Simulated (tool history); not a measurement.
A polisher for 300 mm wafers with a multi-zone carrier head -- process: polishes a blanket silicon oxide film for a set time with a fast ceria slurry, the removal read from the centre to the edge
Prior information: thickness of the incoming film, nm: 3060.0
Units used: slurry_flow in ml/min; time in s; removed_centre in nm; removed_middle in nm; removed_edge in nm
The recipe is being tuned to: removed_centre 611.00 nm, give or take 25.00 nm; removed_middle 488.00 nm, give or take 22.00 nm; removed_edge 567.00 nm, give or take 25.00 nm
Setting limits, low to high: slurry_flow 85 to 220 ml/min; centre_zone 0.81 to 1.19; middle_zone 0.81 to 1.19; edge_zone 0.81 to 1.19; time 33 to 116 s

| run | hour | slurry_flow | centre_zone | middle_zone | edge_zone | time | removed_centre | removed_middle | removed_edge |
|---|---|---|---|---|---|---|---|---|---|
| 1 | 0.0 | 140 | 1.00 | 1.00 | 1.00 | 74 | 1104.80 | 1080.40 | 1120.20 |
| 2 | 1.5 | 105 | 1.00 | 1.00 | 1.00 | 74 | 1012.10 | 999.94 | 1061.10 |
| 3 | 4.5 | 85 | 1.00 | 1.00 | 1.00 | 74 | 931.79 | 921.88 | 1021.30 |
| 4 | 11.6 | 85 | 1.01 | 0.99 | 0.99 | 70 | 913.48 | 859.05 | 959.38 |
| 5 | 18.8 | 85 | 1.01 | 0.98 | 0.98 | 66 | 842.89 | 804.30 | 876.38 |
| 6 | 24.9 | 85 | 1.01 | 0.98 | 0.98 | 66 | 855.08 | 797.75 | 901.32 |
| 7 | 30.4 | 85 | 1.01 | 0.97 | 0.97 | 63 | 797.97 | 761.32 | 841.37 |
| 8 | 36.1 | 85 | 1.02 | 0.96 | 0.96 | 61 | 789.72 | 730.09 | 810.65 |
| 9 | 45.0 | 85 | 1.02 | 0.95 | 0.95 | 59 | 783.49 | 707.24 | 802.75 |
| 10 | 46.8 | 85 | 1.03 | 0.94 | 0.95 | 56 | 729.50 | 662.18 | 751.26 |
| 11 | 51.6 | 85 | 1.04 | 0.93 | 0.94 | 54 | 710.93 | 637.16 | 722.73 |
| 12 | 57.0 | 85 | 1.05 | 0.92 | 0.93 | 53 | 710.97 | 622.38 | 707.62 |
| 13 | 57.6 | 85 | 1.05 | 0.91 | 0.92 | 52 | 705.64 | 621.14 | 684.04 |
| 14 | 61.8 | 85 | 1.06 | 0.90 | 0.92 | 51 | 683.24 | 584.01 | 657.63 |
| 15 | 64.7 | 85 | 1.06 | 0.89 | 0.92 | 50 | 660.18 | 573.91 | 659.93 |
| 16 | 66.1 | 85 | 1.07 | 0.88 | 0.91 | 49 | 657.35 | 546.18 | 634.86 |
| 17 | 72.3 | 85 | 1.07 | 0.87 | 0.90 | 49 | 674.84 | 565.17 | 633.19 |

Which of these 5 next moves meets every target?
| A | 78.5 | 125 | 1.05 | 1.02 | 0.81 | 47 | ? | ? | ? |
| B | 78.5 | 125 | 1.08 | 0.85 | 0.96 | 39 | ? | ? | ? |
| C | 78.5 | 85 | 1.19 | 0.81 | 0.93 | 51 | ? | ? | ? |
| D | 78.5 | 100 | 0.94 | 0.98 | 0.81 | 51 | ? | ? | ? |
| E | 78.5 | 115 | 1.17 | 0.84 | 0.89 | 43 | ? | ? | ? |

| move | removed_centre | removed_middle | removed_edge |
|---|---|---|---|
| A | 719.77 | 676.03 | 648.43 |
| B | 613.85 | 496.69 | 574.71 |
| C | 766.17 | 555.89 | 683.13 |
| D | 648.27 | 669.46 | 673.39 |
| E | 715.14 | 531.33 | 606.01 |
A: its largest miss is bigger than the last run's
B: meets every target
C: its largest miss is bigger than the last run's
D: its largest miss is bigger than the last run's
E: its largest miss is bigger than the last run's
Correct choice: B, which meets every target
